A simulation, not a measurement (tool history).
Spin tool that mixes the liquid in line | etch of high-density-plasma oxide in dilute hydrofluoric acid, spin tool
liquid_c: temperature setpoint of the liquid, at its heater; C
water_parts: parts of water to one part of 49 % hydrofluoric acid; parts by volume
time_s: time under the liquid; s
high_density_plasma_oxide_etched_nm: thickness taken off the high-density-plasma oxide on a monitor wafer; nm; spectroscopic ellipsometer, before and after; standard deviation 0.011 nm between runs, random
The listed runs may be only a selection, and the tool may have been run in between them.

run,day,liquid_c,water_parts,time_s,high_density_plasma_oxide_etched_nm
1,0.000,23.0,195,65,1.7318
2,0.046,23.0,145,65,2.4829
3,0.167,23.0,145,65,2.4973
4,0.188,22.0,155,65,2.1917
5,0.412,22.0,155,45,1.5144
6,0.629,22.0,195,45,1.1667
7,0.908,22.5,195,45,1.1743

Run 8 is up next; what results do you expect?
8,1.279,23.0,195,45,?

Run 8 produced high_density_plasma_oxide_etched_nm 1.1989 nm.

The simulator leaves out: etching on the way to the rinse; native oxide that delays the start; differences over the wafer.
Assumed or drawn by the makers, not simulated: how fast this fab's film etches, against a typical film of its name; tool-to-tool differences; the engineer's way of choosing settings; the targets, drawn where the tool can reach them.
